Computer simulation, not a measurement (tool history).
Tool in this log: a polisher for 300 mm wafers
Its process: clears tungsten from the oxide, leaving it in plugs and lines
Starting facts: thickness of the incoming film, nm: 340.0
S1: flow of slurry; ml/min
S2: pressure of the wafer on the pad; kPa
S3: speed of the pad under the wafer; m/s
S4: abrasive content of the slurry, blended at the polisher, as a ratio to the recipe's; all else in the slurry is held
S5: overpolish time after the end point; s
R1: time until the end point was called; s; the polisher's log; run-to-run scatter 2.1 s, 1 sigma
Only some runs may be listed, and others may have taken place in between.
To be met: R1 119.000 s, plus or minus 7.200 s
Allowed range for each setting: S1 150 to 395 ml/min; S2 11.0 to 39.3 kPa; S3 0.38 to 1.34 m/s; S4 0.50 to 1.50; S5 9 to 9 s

run 1 hour=0.0 | S1=250 S2=24.8 S3=0.86 S4=1.00 S5=9 | R1=88.812
run 2 hour=7.2 | S1=210 S2=24.8 S3=0.86 S4=1.00 S5=9 | R1=91.567
run 3 hour=14.7 | S1=210 S2=27.6 S3=0.86 S4=1.00 S5=9 | R1=79.374
run 4 hour=17.7 | S1=210 S2=27.6 S3=0.86 S4=1.00 S5=9 | R1=82.312
run 5 hour=22.2 | S1=210 S2=27.6 S3=0.86 S4=1.00 S5=9 | R1=82.852
run 6 hour=28.2 | S1=210 S2=25.5 S3=0.84 S4=1.00 S5=9 | R1=87.262
run 7 hour=29.0 | S1=210 S2=23.4 S3=0.82 S4=1.00 S5=9 | R1=95.242
run 8 hour=37.7 | S1=210 S2=22.1 S3=0.80 S4=1.00 S5=9 | R1=109.380
run 9 hour=38.7 | S1=210 S2=21.4 S3=0.80 S4=1.00 S5=9 | R1=110.380

Which one of the following 4 next-run settings gets every result inside its allowed miss? There is exactly one.
run A hour=39.7 | S1=185 S2=22.1 S3=0.84 S4=1.05 S5=9 | R1=?
run B hour=39.7 | S1=220 S2=18.6 S3=0.84 S4=1.00 S5=9 | R1=?
run C hour=39.7 | S1=245 S2=20.7 S3=0.90 S4=0.95 S5=9 | R1=?
run D hour=39.7 | S1=200 S2=24.8 S3=0.76 S4=1.00 S5=9 | R1=?

move=A R1=102.300
move=B R1=119.810
move=C R1=101.400
move=D R1=100.390
A: misses by more than the last run did
B: every result within its allowed miss
C: misses by more than the last run did
D: misses by more than the last run did
The move that meets every target is B.

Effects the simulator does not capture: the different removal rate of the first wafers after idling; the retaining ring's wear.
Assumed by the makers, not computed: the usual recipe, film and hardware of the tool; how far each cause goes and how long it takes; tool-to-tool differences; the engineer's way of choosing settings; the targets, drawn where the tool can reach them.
